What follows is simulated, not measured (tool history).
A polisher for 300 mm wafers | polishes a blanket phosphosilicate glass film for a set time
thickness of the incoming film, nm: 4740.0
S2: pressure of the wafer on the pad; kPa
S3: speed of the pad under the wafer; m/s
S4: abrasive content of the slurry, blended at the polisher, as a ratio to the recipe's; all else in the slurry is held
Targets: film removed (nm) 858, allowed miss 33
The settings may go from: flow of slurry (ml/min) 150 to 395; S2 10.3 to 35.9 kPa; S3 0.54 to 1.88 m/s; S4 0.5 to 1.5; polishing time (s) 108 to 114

Run 1, hour 0: flow of slurry (ml/min) 250, S2 22.8 kPa, S3 1.2 m/s, S4 1, polishing time (s) 108. Result: film removed (nm) 1347.7.
Run 2, hour 8.8: flow of slurry (ml/min) 195, S2 22.8 kPa, S3 1.2 m/s, S4 1, polishing time (s) 108. Result: film removed (nm) 1291.
Run 3, hour 11.1: flow of slurry (ml/min) 195, S2 22.8 kPa, S3 1.2 m/s, S4 1.2, polishing time (s) 108. Result: film removed (nm) 1353.4.
Run 4, hour 19.1: flow of slurry (ml/min) 220, S2 22.8 kPa, S3 1.2 m/s, S4 1.2, polishing time (s) 108. Result: film removed (nm) 1407.7.
Run 5, hour 20.5: flow of slurry (ml/min) 220, S2 22.8 kPa, S3 1.2 m/s, S4 1.2, polishing time (s) 108. Result: film removed (nm) 1394.6.
Run 6, hour 23.8: flow of slurry (ml/min) 220, S2 22.8 kPa, S3 1.2 m/s, S4 1.05, polishing time (s) 108. Result: film removed (nm) 1365.3.
Run 7, hour 30: flow of slurry (ml/min) 220, S2 15.9 kPa, S3 1.16 m/s, S4 1.05, polishing time (s) 108. Result: film removed (nm) 919.77.
Run 8, hour 34.1: flow of slurry (ml/min) 215, S2 15.9 kPa, S3 1.16 m/s, S4 1.05, polishing time (s) 108. Result: film removed (nm) 918.18.
Run 9, hour 41.8: flow of slurry (ml/min) 210, S2 15.9 kPa, S3 1.16 m/s, S4 1.05, polishing time (s) 108. Result: film removed (nm) 925.99.

4 next moves are on the table. One of them brings every result within its allowed miss. Which?
Run A, hour 49.5: flow of slurry (ml/min) 165, S2 14.5 kPa, S3 1.1 m/s, S4 1.1, polishing time (s) 110. Result: film removed (nm) ?.
Run B, hour 49.5: flow of slurry (ml/min) 195, S2 15.9 kPa, S3 1.14 m/s, S4 1.1, polishing time (s) 111. Result: film removed (nm) ?.
Run C, hour 49.5: flow of slurry (ml/min) 190, S2 13.8 kPa, S3 1.04 m/s, S4 1.3, polishing time (s) 109. Result: film removed (nm) ?.
Run D, hour 49.5: flow of slurry (ml/min) 200, S2 15.2 kPa, S3 1.1 m/s, S4 1.1, polishing time (s) 108. Result: film removed (nm) ?.

move  film removed (nm)
   A              810.3
   B             940.03
   C             790.98
   D             854.69
A: takes the result that was furthest off past its target
B: further off than the last run
C: takes the result that was furthest off past its target
D: meets every target
The right move is D.
